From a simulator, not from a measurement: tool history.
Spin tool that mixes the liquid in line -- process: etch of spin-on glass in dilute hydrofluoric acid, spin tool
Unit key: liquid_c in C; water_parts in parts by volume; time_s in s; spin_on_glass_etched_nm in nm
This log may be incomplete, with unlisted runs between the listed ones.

run	hour	liquid_c	water_parts	time_s	spin_on_glass_etched_nm
1	0.0	25.0	190	30	3.9027
2	6.4	25.0	190	30	3.9505
3	13.0	23.5	200	30	3.5056
4	16.1	22.5	210	30	3.2129
5	18.1	21.5	220	30	2.8849
6	21.2	24.5	220	30	3.2147

The next listed run, before its measurement:
7	29.7	23.0	225	30	?

{"run 7": {"spin_on_glass_etched_nm": 2.972}}

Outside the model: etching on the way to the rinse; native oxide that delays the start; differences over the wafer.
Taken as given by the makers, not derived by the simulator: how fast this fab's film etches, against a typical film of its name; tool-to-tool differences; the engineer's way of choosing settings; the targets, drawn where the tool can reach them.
